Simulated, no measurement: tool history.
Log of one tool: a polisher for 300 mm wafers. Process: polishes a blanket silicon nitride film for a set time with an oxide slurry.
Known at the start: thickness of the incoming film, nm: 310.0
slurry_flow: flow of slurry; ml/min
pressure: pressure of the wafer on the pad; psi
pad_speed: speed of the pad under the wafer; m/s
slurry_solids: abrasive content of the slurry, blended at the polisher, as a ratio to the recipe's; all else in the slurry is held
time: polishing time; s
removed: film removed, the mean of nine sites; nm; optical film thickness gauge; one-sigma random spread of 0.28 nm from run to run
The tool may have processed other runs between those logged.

run,hour,slurry_flow,pressure,pad_speed,slurry_solids,time,removed
1,0.0,140,2.9,1.04,1.00,116,67.753
2,1.3,130,2.6,1.04,1.00,116,60.633
3,3.9,130,2.6,1.04,1.00,116,60.431
4,6.9,120,2.4,1.04,1.00,116,55.253
5,15.9,120,2.4,1.04,0.85,116,51.666
6,19.5,120,3.1,1.04,0.85,116,66.816
7,24.0,115,2.8,1.04,0.85,116,59.084
8,28.1,110,2.6,1.04,0.85,116,54.068
9,32.1,105,2.5,1.04,0.85,116,52.199
10,33.6,105,2.5,1.04,0.85,116,51.727

For run 11, what comes out?
11,40.7,100,2.4,1.04,0.85,116,?

Run 11 came out at removed 49.352 nm.
